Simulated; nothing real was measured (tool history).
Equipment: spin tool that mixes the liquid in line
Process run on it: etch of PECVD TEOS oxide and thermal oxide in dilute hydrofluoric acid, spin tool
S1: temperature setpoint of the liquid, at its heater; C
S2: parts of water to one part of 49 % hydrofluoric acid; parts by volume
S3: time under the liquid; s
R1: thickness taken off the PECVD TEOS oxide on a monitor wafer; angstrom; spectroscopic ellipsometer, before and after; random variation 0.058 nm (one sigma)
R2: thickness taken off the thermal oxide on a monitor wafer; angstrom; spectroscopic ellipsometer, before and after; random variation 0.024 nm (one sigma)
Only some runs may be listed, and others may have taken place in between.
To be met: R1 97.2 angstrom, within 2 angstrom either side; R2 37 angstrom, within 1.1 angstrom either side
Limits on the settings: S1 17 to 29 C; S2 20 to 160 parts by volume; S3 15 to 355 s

{"run": 1, "hour": 0.0, "S1": 21, "S2": 90, "S3": 180, "R1": 235.01, "R2": 90.724}
{"run": 2, "hour": 4.1, "S1": 20.5, "S2": 100, "S3": 180, "R1": 205.11, "R2": 78.33}
{"run": 3, "hour": 12.0, "S1": 20, "S2": 110, "S3": 180, "R1": 180.52, "R2": 68.645}
{"run": 4, "hour": 15.3, "S1": 19.5, "S2": 120, "S3": 180, "R1": 159.12, "R2": 61.469}
{"run": 5, "hour": 21.1, "S1": 19.5, "S2": 120, "S3": 135, "R1": 121.22, "R2": 45.773}
{"run": 6, "hour": 26.2, "S1": 22.5, "S2": 120, "S3": 135, "R1": 134.69, "R2": 51.231}
{"run": 7, "hour": 31.8, "S1": 22.5, "S2": 120, "S3": 135, "R1": 136.18, "R2": 51.405}
{"run": 8, "hour": 40.2, "S1": 21.5, "S2": 120, "S3": 135, "R1": 131.2, "R2": 49.94}
{"run": 9, "hour": 44.6, "S1": 20.5, "S2": 120, "S3": 135, "R1": 126.3, "R2": 47.715}
{"run": 10, "hour": 48.3, "S1": 20, "S2": 120, "S3": 135, "R1": 123.24, "R2": 46.835}
{"run": 11, "hour": 55.7, "S1": 19.5, "S2": 120, "S3": 135, "R1": 121.06, "R2": 45.808}
{"run": 12, "hour": 63.3, "S1": 19, "S2": 120, "S3": 135, "R1": 116.68, "R2": 44.839}
{"run": 13, "hour": 64.7, "S1": 18.5, "S2": 120, "S3": 135, "R1": 116.04, "R2": 43.419}

Which of these 4 next moves meets every target?
{"run": "A", "hour": 66.1, "S1": 17, "S2": 115, "S3": 120, "R1": "?", "R2": "?"}
{"run": "B", "hour": 66.1, "S1": 20.5, "S2": 125, "S3": 160, "R1": "?", "R2": "?"}
{"run": "C", "hour": 66.1, "S1": 22.5, "S2": 140, "S3": 115, "R1": "?", "R2": "?"}
{"run": "D", "hour": 66.1, "S1": 19.5, "S2": 140, "S3": 125, "R1": "?", "R2": "?"}

move=A R1=101.11 R2=38.305
move=B R1=141.68 R2=53.675
move=C R1=96.812 R2=36.676
move=D R1=93.428 R2=35.394
A: better than the last run, though not everything is in spec
B: its largest miss is bigger than the last run's
C: meets every target
D: the result that was furthest off in the last run now lies on the other side of its target
The move that meets every target is C.
